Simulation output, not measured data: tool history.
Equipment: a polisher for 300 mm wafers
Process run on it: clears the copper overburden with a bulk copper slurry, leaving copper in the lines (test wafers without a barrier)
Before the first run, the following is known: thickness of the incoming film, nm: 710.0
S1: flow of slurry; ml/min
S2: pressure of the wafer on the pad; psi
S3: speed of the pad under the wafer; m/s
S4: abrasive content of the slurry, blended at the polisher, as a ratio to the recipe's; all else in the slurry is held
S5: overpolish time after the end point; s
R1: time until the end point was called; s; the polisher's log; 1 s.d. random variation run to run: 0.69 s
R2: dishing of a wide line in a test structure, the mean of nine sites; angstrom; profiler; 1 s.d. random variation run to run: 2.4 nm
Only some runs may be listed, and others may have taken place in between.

run,day,S1,S2,S3,S4,S5,R1,R2
1,0,290,2.8,1.1,1,27,71.757,1128.7
2,0.262,290,2.5,1.1,1,27,79.961,1065.8
3,0.342,290,2.5,0.88,1,27,98.467,978.68
4,0.575,290,2.9,0.9,1,25,83.307,1028.2
5,0.867,290,2.9,0.68,1,25,108.41,890.34
6,0.962,290,3.3,0.72,1,25,90.069,1011.1
7,1.1,290,3.6,0.74,1,23,81.522,1076
8,1.271,295,4.4,0.9,1,12,54.019,925.14

Run 9 is up next; what results do you expect?
9,1.567,295,4.3,0.9,1,16,?,?

{"run 9": {"R1": 58.127, "R2": 1085.6}}
